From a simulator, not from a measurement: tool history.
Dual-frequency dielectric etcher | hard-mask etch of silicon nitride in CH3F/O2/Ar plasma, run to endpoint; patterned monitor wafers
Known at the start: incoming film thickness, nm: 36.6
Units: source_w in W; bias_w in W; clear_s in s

run	day	source_w	bias_w	clear_s
1	0.000	450	91	46.368
2	0.317	450	79	48.739
3	0.617	500	79	47.126
4	0.658	430	79	49.051
5	0.908	430	90	47.557
6	1.150	470	90	46.163
7	1.204	500	95	43.311
8	1.567	520	96	42.709
9	1.821	540	97	42.717
10	2.054	560	99	41.845
11	2.308	570	101	40.920

Forecast run 12:
12	2.471	580	102	?

clear_s: 40.398 s

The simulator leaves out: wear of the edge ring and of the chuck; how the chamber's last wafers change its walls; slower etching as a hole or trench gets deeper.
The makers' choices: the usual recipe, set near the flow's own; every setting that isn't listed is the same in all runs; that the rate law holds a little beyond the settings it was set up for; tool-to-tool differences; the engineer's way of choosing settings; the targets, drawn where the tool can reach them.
